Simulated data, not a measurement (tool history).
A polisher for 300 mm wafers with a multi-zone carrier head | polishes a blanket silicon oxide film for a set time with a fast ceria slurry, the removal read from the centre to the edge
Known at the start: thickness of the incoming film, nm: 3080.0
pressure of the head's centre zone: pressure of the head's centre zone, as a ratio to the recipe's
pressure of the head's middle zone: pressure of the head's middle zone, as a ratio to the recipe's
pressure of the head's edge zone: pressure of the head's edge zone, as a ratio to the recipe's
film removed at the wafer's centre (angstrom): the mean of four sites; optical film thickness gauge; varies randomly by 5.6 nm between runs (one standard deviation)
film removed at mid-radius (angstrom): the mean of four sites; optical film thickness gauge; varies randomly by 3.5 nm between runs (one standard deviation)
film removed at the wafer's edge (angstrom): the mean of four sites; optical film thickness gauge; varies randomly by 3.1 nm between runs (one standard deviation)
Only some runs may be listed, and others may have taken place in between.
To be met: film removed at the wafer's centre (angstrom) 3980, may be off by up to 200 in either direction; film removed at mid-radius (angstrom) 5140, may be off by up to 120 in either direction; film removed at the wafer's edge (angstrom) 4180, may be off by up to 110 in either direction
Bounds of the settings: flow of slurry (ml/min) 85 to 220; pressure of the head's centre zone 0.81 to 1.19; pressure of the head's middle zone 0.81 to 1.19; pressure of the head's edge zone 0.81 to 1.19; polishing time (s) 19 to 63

run  hour  flow of slurry (ml/min)  pressure of the head's centre zone  pressure of the head's middle zone  pressure of the head's edge zone  polishing time (s)  film removed at the wafer's centre (angstrom)  film removed at mid-radius (angstrom)  film removed at the wafer's edge (angstrom)
  1     0                      140                                   1                                   1                                 1                  41                                         7565.9                                 7392.3                                       7442.9
  2   7.7                      165                                   1                                   1                                 1                  41                                         7930.4                                 7610.6                                       7545.8
  3   8.4                      165                                0.96                                1.03                              0.96                  36                                           6288                                 6900.4                                       6483.2
  4  15.3                      165                                0.96                                0.99                              0.96                  36                                         6625.9                                 6591.1                                       6517.5
  5  16.3                      165                                0.96                                1.02                              0.93                  33                                         5964.3                                 6217.8                                       5888.3
  6    19                      160                                0.95                                1.05                               0.9                  31                                         5463.5                                 6011.7                                       5398.2
  7    21                      120                                0.87                                1.11                              0.81                  25                                         3983.5                                 4874.1                                       4022.5
  8  23.4                      125                                0.86                                1.11                              0.82                  25                                         3937.3                                 4933.5                                         4091
  9  24.2                      130                                0.86                                1.11                              0.82                  25                                           3969                                 4927.6                                       4069.8
 10  29.8                      135                                0.86                                1.12                              0.83                  25                                         3947.3                                 4978.8                                       4147.3

Pick the move, out of 4, that brings all results within their allowed miss; only one does.
  A  35.4                      115                                0.87                                1.13                              0.87                  25                                              ?                                      ?                                            ?
  B  35.4                      130                                0.86                                1.15                              0.84                  25                                              ?                                      ?                                            ?
  C  35.4                       85                                 0.9                                1.16                              0.81                  25                                              ?                                      ?                                            ?
  D  35.4                      125                                0.92                                1.06                              0.85                  25                                              ?                                      ?                                            ?

move  film removed at the wafer's centre (angstrom)  film removed at mid-radius (angstrom)  film removed at the wafer's edge (angstrom)
   A                                         3995.2                                 4889.9                                       4129.4
   B                                         4023.8                                 5040.9                                       4107.8
   C                                         3944.5                                 4815.3                                       3895.3
   D                                         4248.9                                 4676.8                                       4120.3
A: the biggest miss grows against the last run
B: all results land within tolerance of their targets
C: the biggest miss grows against the last run
D: the biggest miss grows against the last run
The right move is B.

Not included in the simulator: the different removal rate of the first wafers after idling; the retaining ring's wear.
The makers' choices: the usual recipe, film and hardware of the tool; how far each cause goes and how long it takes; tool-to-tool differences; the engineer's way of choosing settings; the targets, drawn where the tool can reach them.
